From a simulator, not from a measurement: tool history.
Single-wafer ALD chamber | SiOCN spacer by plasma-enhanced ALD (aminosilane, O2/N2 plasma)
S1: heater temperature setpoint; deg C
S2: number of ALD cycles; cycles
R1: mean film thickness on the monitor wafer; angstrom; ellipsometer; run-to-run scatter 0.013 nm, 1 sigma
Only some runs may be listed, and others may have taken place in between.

Run 1, hour 0: S1 385 deg C, S2 111 cycles. Result: R1 67.893 angstrom.
Run 2, hour 1.2: S1 391 deg C, S2 111 cycles. Result: R1 67.926 angstrom.
Run 3, hour 9.8: S1 383 deg C, S2 111 cycles. Result: R1 68.134 angstrom.
Run 4, hour 12.2: S1 389 deg C, S2 111 cycles. Result: R1 68.064 angstrom.
At hour 12.9: thermocouple changed; heater temperature recalibrated.
Run 5, hour 12.9: S1 389 deg C, S2 106 cycles. Result: R1 65.219 angstrom.
Run 6, hour 18.4: S1 383 deg C, S2 106 cycles. Result: R1 64.968 angstrom.
Run 7, hour 21.3: S1 383 deg C, S2 102 cycles. Result: R1 62.433 angstrom.
Run 8, hour 30.4: S1 383 deg C, S2 100 cycles. Result: R1 61.192 angstrom.
Run 9, hour 31.8: S1 383 deg C, S2 98 cycles. Result: R1 60.153 angstrom.

What does the tool deliver on the next run?
Run 10, hour 37.6: S1 383 deg C, S2 97 cycles. Result: R1 ?.

{"run 10": {"R1": 59.35}}

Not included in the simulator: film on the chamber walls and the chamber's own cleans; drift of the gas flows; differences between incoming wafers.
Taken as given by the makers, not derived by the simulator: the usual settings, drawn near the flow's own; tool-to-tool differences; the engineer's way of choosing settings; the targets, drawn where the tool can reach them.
